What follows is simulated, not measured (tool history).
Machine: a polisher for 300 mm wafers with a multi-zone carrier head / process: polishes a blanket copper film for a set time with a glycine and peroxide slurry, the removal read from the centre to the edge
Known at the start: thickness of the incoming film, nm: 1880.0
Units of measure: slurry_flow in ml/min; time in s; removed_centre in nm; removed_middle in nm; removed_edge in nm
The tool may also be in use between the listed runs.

run 1 hour=0 | slurry_flow=295 centre_zone=1 middle_zone=1 edge_zone=1 time=86 | removed_centre=464.28 removed_middle=472.43 removed_edge=487.22
run 2 hour=3.7 | slurry_flow=295 centre_zone=1 middle_zone=0.92 edge_zone=1 time=86 | removed_centre=474.55 removed_middle=448.95 removed_edge=489.65
run 3 hour=10.5 | slurry_flow=295 centre_zone=0.96 middle_zone=0.92 edge_zone=1 time=86 | removed_centre=458.18 removed_middle=444.28 removed_edge=492.11
run 4 hour=14 | slurry_flow=295 centre_zone=0.97 middle_zone=0.93 edge_zone=0.98 time=82 | removed_centre=433.78 removed_middle=432.99 removed_edge=456.54
run 5 hour=15.6 | slurry_flow=325 centre_zone=0.97 middle_zone=0.93 edge_zone=0.98 time=82 | removed_centre=442.89 removed_middle=419.32 removed_edge=465.08
run 6 hour=18.4 | slurry_flow=325 centre_zone=1.02 middle_zone=0.93 edge_zone=0.98 time=82 | removed_centre=468.6 removed_middle=432.61 removed_edge=459.93
run 7 hour=27 | slurry_flow=315 centre_zone=0.98 middle_zone=1.03 edge_zone=0.88 time=58 | removed_centre=315.66 removed_middle=330.82 removed_edge=310.24

The next listed run, before its measurement:
run 8 hour=32.3 | slurry_flow=320 centre_zone=0.99 middle_zone=1.03 edge_zone=0.88 time=58 | removed_centre=? removed_middle=? removed_edge=?

{"run 8": {"removed_centre": 323.33, "removed_middle": 335.68, "removed_edge": 312.88}}
